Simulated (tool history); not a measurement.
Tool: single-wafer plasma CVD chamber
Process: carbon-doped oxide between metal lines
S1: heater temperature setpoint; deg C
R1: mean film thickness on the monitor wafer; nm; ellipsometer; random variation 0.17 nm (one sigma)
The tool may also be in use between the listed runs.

Run 1, hour 0: S1 355 deg C, chamber pressure (mTorr) 6440, RF power (W) 575, deposition time (s) 17.1. Result: R1 93.595 nm.
Run 2, hour 5.3: S1 355 deg C, chamber pressure (mTorr) 5590, RF power (W) 575, deposition time (s) 17.1. Result: R1 91.946 nm.
Run 3, hour 8.4: S1 360 deg C, chamber pressure (mTorr) 5050, RF power (W) 560, deposition time (s) 17.1. Result: R1 87.886 nm.
Run 4, hour 10.5: S1 368 deg C, chamber pressure (mTorr) 5050, RF power (W) 560, deposition time (s) 17.1. Result: R1 86.466 nm.
Run 5, hour 18.4: S1 368 deg C, chamber pressure (mTorr) 5780, RF power (W) 560, deposition time (s) 17.1. Result: R1 87.885 nm.
Run 6, hour 25: S1 370 deg C, chamber pressure (mTorr) 5280, RF power (W) 550, deposition time (s) 17.1. Result: R1 85.551 nm.

Run 7 comes next. What will it give?
Run 7, hour 27.4: S1 372 deg C, chamber pressure (mTorr) 4920, RF power (W) 545, deposition time (s) 17.1. Result: R1 ?.

R1: 84.007 nm

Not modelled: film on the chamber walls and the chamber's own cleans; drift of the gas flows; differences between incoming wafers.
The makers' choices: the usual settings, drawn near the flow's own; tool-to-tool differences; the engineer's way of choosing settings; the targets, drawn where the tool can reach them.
